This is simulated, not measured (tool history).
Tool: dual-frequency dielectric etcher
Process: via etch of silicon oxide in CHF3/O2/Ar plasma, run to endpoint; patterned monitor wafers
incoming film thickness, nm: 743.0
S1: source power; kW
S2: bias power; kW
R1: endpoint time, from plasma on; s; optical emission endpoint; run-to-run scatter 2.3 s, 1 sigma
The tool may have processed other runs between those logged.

run  hour     S1     S2      R1
  1   0.0  0.820  0.235  264.81
  2   4.3  0.890  0.235  255.78
  3  10.4  0.890  0.264  247.55
  4  18.7  0.970  0.264  237.51
  5  22.5  0.850  0.264  250.47
  6  30.0  0.800  0.249  263.31
  7  38.0  0.640  0.202  305.70

What will run 8 give?
  8  44.5  0.500  0.183   ?

{"run 8": {"R1": 350.87}}
